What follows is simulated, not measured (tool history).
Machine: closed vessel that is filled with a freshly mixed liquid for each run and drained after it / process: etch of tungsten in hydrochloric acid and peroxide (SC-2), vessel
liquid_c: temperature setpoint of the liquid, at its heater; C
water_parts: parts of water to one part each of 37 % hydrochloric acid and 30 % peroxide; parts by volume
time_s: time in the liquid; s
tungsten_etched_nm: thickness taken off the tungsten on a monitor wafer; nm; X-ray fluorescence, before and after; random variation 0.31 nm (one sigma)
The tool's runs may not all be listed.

run,day,liquid_c,water_parts,time_s,tungsten_etched_nm
1,0,56,8,95,41.717
2,0.35,57,8,95,44.706
3,0.608,57.5,8,95,45.791
4,0.996,57.5,8,95,46.337
5,1.292,58,8,95,47.764
6,1.542,58,8,100,49.704

Run 7 comes next. What will it give?
7,1.717,58.5,8,100,?

For run 7 the tool returned tungsten_etched_nm 51.739 nm.
